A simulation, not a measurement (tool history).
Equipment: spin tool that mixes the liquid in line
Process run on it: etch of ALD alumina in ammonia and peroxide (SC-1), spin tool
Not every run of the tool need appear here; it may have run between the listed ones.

run,hour,temperature setpoint of the liquid (K),parts of 29 % ammonia solution to one part of 30 % peroxide (parts by volume),time under the liquid (s),thickness taken off the ALD alumina on a monitor wafer (angstrom)
1,0,335.15,0.7,50,56.752
2,8.3,336.65,0.75,50,61.89
3,16.9,336.65,0.6,50,60.517
4,18.8,336.65,0.8,50,62.322
5,24.5,336.65,0.8,30,36.983
6,25.9,338.15,0.7,30,39.43
7,29.7,334.15,0.8,35,38.214
8,35.8,336.15,0.7,35,41.819
9,42.6,337.65,0.8,40,52.148

Expected results for the next run?
10,47.1,337.65,0.8,40,?

{"run 10": {"thickness taken off the ALD alumina on a monitor wafer (angstrom)": 52.188}}

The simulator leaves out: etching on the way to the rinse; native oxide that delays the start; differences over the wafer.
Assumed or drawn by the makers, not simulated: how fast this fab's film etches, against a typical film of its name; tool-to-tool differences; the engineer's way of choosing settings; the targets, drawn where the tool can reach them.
